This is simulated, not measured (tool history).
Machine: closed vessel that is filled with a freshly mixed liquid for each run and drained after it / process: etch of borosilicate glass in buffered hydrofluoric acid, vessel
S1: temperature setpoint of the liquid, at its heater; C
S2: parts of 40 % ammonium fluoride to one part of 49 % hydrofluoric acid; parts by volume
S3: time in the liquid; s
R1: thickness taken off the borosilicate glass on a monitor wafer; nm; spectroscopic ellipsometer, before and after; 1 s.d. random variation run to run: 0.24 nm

run    day    S1   S2  S3      R1
  1      0    23    7  30  48.349
  2  0.225    25    7  30  53.852
  3  0.471    23    7  30  48.488
  4  0.833    23    7  30  48.221
  5  1.183  21.5    7  30  44.609
  6  1.533  21.5    8  30  38.559
  7  1.683  25.5  7.5  30  51.033
  8  2.025  25.5  7.5  30  50.898
  9  2.129  27.5  7.5  30  56.854
 10  2.425  28.5  7.5  30  60.125

What does the tool deliver on the next run?
 11  2.504  29  7.5  30   ?

Run 11 gave R1 61.368 nm.

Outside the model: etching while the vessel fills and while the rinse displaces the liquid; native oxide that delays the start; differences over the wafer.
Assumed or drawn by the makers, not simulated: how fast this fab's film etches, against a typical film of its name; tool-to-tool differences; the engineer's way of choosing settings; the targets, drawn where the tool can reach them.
